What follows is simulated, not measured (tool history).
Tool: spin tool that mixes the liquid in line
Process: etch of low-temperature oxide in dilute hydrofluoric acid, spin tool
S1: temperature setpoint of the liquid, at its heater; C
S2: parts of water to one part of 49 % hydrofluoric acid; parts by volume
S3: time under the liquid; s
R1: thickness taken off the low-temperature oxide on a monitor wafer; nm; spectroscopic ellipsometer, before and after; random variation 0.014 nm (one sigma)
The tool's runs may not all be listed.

| run | day | S1 | S2 | S3 | R1 |
|---|---|---|---|---|---|
| 1 | 0 | 20 | 245 | 15 | 1.7272 |
| 2 | 0.221 | 21 | 245 | 15 | 1.7817 |
| 3 | 0.546 | 21 | 305 | 15 | 1.3606 |
| 4 | 0.833 | 23 | 295 | 15 | 1.5278 |
| 5 | 1.15 | 24.5 | 290 | 15 | 1.6227 |
| 6 | 1.429 | 25.5 | 280 | 15 | 1.8028 |
| 7 | 1.567 | 26 | 280 | 15 | 1.8073 |

The next listed run, before its measurement:
| 8 | 1.912 | 26 | 280 | 15 | ? |

{"run 8": {"R1": 1.8061}}

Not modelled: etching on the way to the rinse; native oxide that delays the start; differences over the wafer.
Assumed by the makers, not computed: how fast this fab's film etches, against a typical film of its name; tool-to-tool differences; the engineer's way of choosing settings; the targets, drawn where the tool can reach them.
